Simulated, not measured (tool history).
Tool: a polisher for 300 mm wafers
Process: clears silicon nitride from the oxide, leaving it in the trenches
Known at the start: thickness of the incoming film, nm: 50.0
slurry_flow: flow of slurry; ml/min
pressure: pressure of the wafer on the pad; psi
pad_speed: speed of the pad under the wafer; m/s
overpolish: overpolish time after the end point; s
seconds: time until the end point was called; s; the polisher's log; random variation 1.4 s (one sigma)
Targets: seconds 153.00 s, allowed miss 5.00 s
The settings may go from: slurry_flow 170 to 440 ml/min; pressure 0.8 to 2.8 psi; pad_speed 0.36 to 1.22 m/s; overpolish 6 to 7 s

Run 1, hour 0.0: slurry_flow 280 ml/min, pressure 1.8 psi, pad_speed 0.78 m/s, overpolish 7 s. Result: seconds 105.54 s.
Run 2, hour 7.9: slurry_flow 280 ml/min, pressure 1.7 psi, pad_speed 0.78 m/s, overpolish 7 s. Result: seconds 109.86 s.
Run 3, hour 10.7: slurry_flow 280 ml/min, pressure 1.7 psi, pad_speed 0.78 m/s, overpolish 6 s. Result: seconds 110.78 s.
Run 4, hour 18.2: slurry_flow 280 ml/min, pressure 1.7 psi, pad_speed 0.78 m/s, overpolish 7 s. Result: seconds 112.66 s.
Run 5, hour 23.3: slurry_flow 280 ml/min, pressure 1.7 psi, pad_speed 0.78 m/s, overpolish 7 s. Result: seconds 110.64 s.
Run 6, hour 31.2: slurry_flow 280 ml/min, pressure 1.3 psi, pad_speed 0.78 m/s, overpolish 7 s. Result: seconds 133.78 s.
Run 7, hour 35.1: slurry_flow 280 ml/min, pressure 1.3 psi, pad_speed 0.78 m/s, overpolish 7 s. Result: seconds 134.69 s.
Run 8, hour 43.8: slurry_flow 280 ml/min, pressure 1.2 psi, pad_speed 0.78 m/s, overpolish 7 s. Result: seconds 144.45 s.

Which of these 5 next moves meets every target?
Run A, hour 52.5: slurry_flow 295 ml/min, pressure 1.2 psi, pad_speed 0.72 m/s, overpolish 7 s. Result: seconds ?.
Run B, hour 52.5: slurry_flow 285 ml/min, pressure 1.4 psi, pad_speed 0.74 m/s, overpolish 6 s. Result: seconds ?.
Run C, hour 52.5: slurry_flow 355 ml/min, pressure 1.4 psi, pad_speed 0.70 m/s, overpolish 6 s. Result: seconds ?.
Run D, hour 52.5: slurry_flow 280 ml/min, pressure 1.5 psi, pad_speed 0.68 m/s, overpolish 7 s. Result: seconds ?.
Run E, hour 52.5: slurry_flow 360 ml/min, pressure 1.2 psi, pad_speed 0.82 m/s, overpolish 7 s. Result: seconds ?.

move  seconds
   A   154.59
   B   134.78
   C   139.57
   D   139.03
   E   134.03
A: meets every target
B: further off than the last run
C: further off than the last run
D: further off than the last run
E: further off than the last run
Move A is the one to make.
